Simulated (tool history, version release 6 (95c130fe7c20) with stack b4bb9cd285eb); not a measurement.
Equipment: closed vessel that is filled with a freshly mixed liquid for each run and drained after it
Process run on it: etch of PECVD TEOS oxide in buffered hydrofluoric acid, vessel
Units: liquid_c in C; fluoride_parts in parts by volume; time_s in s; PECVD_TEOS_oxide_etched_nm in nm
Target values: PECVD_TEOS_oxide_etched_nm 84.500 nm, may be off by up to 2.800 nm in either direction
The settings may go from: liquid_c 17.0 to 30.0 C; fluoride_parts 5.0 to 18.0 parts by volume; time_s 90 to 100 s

run  hour  liquid_c  fluoride_parts  time_s  PECVD_TEOS_oxide_etched_nm
  1   0.0      22.0            11.0      90                     122.620
  2   1.1      21.5            11.0      90                     122.330
  3   4.5      21.0            11.5      90                     110.350
  4   7.5      18.5            11.5      90                      95.344
      8.6  -- thermometer replaced
  5   8.6      17.0            11.5      90                     101.510
  6  17.2      19.5            11.5      90                     117.020
  7  23.9      19.0            12.5      90                     104.050
  8  30.9      19.0            12.5      90                     104.660
  9  34.8      18.5            13.0      90                      97.944
 10  40.4      18.5            13.5      90                      94.364

Next run, 4 choices. One meets every target within its allowed miss, the rest don't. Which?
  A  46.0      17.5            15.0      90                           ?
  B  46.0      17.0            15.0      90                           ?
  C  46.0      19.5            16.0      90                           ?
  D  46.0      19.0            13.5      95                           ?

move  PECVD_TEOS_oxide_etched_nm
   A                      80.494
   B                      78.229
   C                      84.598
   D                     102.600
A: takes the biggest miss from the last run beyond its target
B: takes the biggest miss from the last run beyond its target
C: every result lands within tolerance
D: lands further from the targets than the last run did
So the answer is move C, the one that meets all the targets.
